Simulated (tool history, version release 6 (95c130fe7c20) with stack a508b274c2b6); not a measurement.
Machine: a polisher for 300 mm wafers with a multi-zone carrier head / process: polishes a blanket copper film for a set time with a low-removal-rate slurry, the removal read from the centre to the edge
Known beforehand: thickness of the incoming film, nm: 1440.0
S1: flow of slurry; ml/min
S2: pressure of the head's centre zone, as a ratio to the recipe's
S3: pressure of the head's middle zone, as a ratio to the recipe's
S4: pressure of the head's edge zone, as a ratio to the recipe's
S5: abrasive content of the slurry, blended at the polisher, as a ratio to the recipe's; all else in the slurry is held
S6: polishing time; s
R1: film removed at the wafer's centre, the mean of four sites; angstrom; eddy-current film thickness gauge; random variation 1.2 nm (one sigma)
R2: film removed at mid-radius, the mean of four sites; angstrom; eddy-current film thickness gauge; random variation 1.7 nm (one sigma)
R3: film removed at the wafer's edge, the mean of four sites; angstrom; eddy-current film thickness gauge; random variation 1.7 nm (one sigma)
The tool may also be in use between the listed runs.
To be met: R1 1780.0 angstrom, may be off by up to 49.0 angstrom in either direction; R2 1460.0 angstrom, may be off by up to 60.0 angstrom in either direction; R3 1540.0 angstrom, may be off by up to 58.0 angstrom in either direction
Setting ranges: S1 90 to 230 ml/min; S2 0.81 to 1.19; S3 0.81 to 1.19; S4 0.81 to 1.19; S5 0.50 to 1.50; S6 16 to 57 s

run,day,S1,S2,S3,S4,S5,S6,R1,R2,R3
1,0.000,150,1.00,1.00,1.00,1.00,36,1203.9,1222.3,1186.2
2,0.292,160,1.05,0.99,1.04,1.15,36,1323.6,1218.8,1270.7
3,0.567,170,1.08,1.02,1.06,1.25,36,1407.8,1322.5,1327.1
4,0.621,180,1.11,1.02,1.08,1.30,36,1480.3,1321.3,1350.0
5,0.917,180,1.11,1.02,1.13,1.30,36,1465.7,1354.5,1369.3
6,1.146,180,1.11,0.96,1.13,1.30,36,1453.6,1277.7,1392.2
7,1.467,190,1.13,0.97,1.13,1.35,36,1516.9,1312.6,1411.6
8,1.667,195,1.15,0.98,1.13,1.40,36,1574.2,1313.2,1418.0
9,1.750,200,1.16,0.99,1.14,1.45,36,1609.6,1355.6,1448.5
10,1.846,205,1.17,0.99,1.14,1.45,36,1623.7,1363.6,1428.2
11,1.992,205,1.18,0.99,1.14,1.45,37,1682.7,1429.3,1506.9

4 candidate next runs follow, results not yet known. Just one meets every target within its allowed miss. Identify it.
A,2.138,230,1.19,0.98,1.13,1.50,38,?,?,?
B,2.138,225,1.11,1.08,1.15,1.35,35,?,?,?
C,2.138,215,1.17,1.05,1.09,1.45,39,?,?,?
D,2.138,210,1.18,0.88,1.06,1.50,39,?,?,?

move,R1,R2,R3
A,1804.7,1456.6,1532.5
B,1508.5,1418.1,1385.0
C,1789.3,1558.4,1520.3
D,1810.1,1349.9,1510.8
A: each result inside its tolerance
B: its largest miss is bigger than the last run's
C: puts the biggest miss on target and leaves a different result outside tolerance
D: puts the biggest miss on target and leaves a different result outside tolerance
Answer: A

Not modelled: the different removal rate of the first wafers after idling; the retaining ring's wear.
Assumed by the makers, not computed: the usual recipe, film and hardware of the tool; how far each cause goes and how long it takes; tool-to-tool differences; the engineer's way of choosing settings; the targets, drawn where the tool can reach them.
